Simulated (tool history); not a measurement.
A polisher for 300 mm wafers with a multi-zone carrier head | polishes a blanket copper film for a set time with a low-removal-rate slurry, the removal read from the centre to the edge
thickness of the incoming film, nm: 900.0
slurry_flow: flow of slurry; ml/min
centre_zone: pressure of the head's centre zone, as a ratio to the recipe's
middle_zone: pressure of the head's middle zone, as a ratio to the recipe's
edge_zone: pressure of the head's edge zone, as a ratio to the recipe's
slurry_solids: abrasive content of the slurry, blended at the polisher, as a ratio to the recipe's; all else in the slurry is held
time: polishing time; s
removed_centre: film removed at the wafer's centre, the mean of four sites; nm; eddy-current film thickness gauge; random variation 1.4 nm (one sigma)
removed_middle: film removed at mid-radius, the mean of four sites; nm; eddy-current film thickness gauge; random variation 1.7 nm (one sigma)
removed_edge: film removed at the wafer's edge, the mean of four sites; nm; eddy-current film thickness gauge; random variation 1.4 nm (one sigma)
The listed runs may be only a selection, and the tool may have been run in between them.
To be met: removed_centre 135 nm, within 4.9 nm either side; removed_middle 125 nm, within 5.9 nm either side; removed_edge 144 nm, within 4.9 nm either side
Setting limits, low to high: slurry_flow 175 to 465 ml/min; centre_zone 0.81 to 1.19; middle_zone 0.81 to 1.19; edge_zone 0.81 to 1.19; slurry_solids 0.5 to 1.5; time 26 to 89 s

run  hour  slurry_flow  centre_zone  middle_zone  edge_zone  slurry_solids  time  removed_centre  removed_middle  removed_edge
  1     0          295            1            1          1              1    57          210.33          204.56        212.57
  2   1.6          290         0.98         0.96       0.98           0.85    54          191.37          187.18        195.34
  3   9.2          285         0.97         0.93       0.99            0.8    50          170.51          164.44        179.68
  4  10.4          280         0.97         0.91       0.98           0.75    48          163.12          151.28        166.87
  5    13          270         0.95         0.89       0.97            0.7    48          155.89          149.01         163.6
  6  16.8          270         0.95         0.89       0.89            0.7    48          159.86          150.76        159.22
  7  25.3          270         0.95         0.89       0.89            0.7    48          158.74          149.06        161.07
  8  33.4          265         0.94         0.87       0.89           0.65    47          151.37          140.59        154.16
  9  39.6          260         0.93         0.86       0.89            0.6    47           148.2          140.34        150.84
 10  43.6          260         0.93         0.85       0.91            0.6    46          143.98          133.93         150.6
 11  47.1          255         0.92         0.84        0.9            0.6    46          143.73          136.58        149.89

Exercise: of the 4 proposed moves below, exactly one satisfies all targets within the stated allowed misses. Which move is it?
  A  50.6          325         0.93         0.81       1.01            0.7    45               ?               ?             ?
  B  50.6          240         0.89          0.9       0.85           0.65    41               ?               ?             ?
  C  50.6          180         0.83         0.84       0.94           0.55    46               ?               ?             ?
  D  50.6          245         0.92         0.83       0.94           0.55    44               ?               ?             ?

move  removed_centre  removed_middle  removed_edge
   A          146.23          129.26        160.44
   B          123.32          123.17        131.49
   C          122.85          122.56        145.55
   D          132.22          120.55        143.24
A: gets the furthest-off result to its target, but another result is out of tolerance
B: gets the furthest-off result to its target, but another result is out of tolerance
C: gets the furthest-off result to its target, but another result is out of tolerance
D: all results land within tolerance of their targets
D is the move that brings every result within its allowed miss.

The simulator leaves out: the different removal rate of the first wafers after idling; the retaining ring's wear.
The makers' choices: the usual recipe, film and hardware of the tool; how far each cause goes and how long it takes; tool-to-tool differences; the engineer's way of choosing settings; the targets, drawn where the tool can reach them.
